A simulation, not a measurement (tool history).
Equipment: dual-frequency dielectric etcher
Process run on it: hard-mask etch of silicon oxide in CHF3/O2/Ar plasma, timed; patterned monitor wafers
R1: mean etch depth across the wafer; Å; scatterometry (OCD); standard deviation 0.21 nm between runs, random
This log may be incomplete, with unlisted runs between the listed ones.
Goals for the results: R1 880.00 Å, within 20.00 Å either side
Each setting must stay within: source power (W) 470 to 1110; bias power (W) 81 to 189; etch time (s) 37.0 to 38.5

run 1 hour=0.0 | source_power_(W)=790 bias_power_(W)=135 etch_time_(s)=37.0 | R1=774.29
run 2 hour=4.4 | source_power_(W)=830 bias_power_(W)=137 etch_time_(s)=37.0 | R1=785.42
run 3 hour=8.7 | source_power_(W)=860 bias_power_(W)=140 etch_time_(s)=37.0 | R1=800.41
run 4 hour=16.8 | source_power_(W)=890 bias_power_(W)=142 etch_time_(s)=37.0 | R1=812.87
run 5 hour=21.7 | source_power_(W)=890 bias_power_(W)=142 etch_time_(s)=37.0 | R1=817.42
run 6 hour=23.6 | source_power_(W)=890 bias_power_(W)=128 etch_time_(s)=37.0 | R1=798.41
run 7 hour=32.1 | source_power_(W)=920 bias_power_(W)=130 etch_time_(s)=37.0 | R1=808.51
run 8 hour=35.3 | source_power_(W)=940 bias_power_(W)=132 etch_time_(s)=37.0 | R1=816.03
-- hour=35.9 bias power generator calibrated
run 9 hour=35.9 | source_power_(W)=960 bias_power_(W)=134 etch_time_(s)=37.0 | R1=832.19
run 10 hour=39.9 | source_power_(W)=980 bias_power_(W)=135 etch_time_(s)=37.0 | R1=836.55
run 11 hour=48.6 | source_power_(W)=1000 bias_power_(W)=136 etch_time_(s)=37.0 | R1=846.50
run 12 hour=51.0 | source_power_(W)=1010 bias_power_(W)=137 etch_time_(s)=37.0 | R1=850.48
run 13 hour=58.8 | source_power_(W)=1010 bias_power_(W)=137 etch_time_(s)=37.0 | R1=849.77
run 14 hour=60.0 | source_power_(W)=1020 bias_power_(W)=138 etch_time_(s)=37.0 | R1=851.38

5 next moves are on the table. One of them brings every result within its allowed miss. Which?
run A hour=61.2 | source_power_(W)=880 bias_power_(W)=132 etch_time_(s)=37.5 | R1=?
run B hour=61.2 | source_power_(W)=900 bias_power_(W)=140 etch_time_(s)=37.0 | R1=?
run C hour=61.2 | source_power_(W)=1080 bias_power_(W)=134 etch_time_(s)=37.5 | R1=?
run D hour=61.2 | source_power_(W)=1010 bias_power_(W)=109 etch_time_(s)=37.5 | R1=?
run E hour=61.2 | source_power_(W)=950 bias_power_(W)=100 etch_time_(s)=38.5 | R1=?

move=A R1=813.10
move=B R1=818.94
move=C R1=874.50
move=D R1=818.65
move=E R1=809.31
A: misses by more than the last run did
B: misses by more than the last run did
C: meets every target
D: misses by more than the last run did
E: misses by more than the last run did
Answer: C
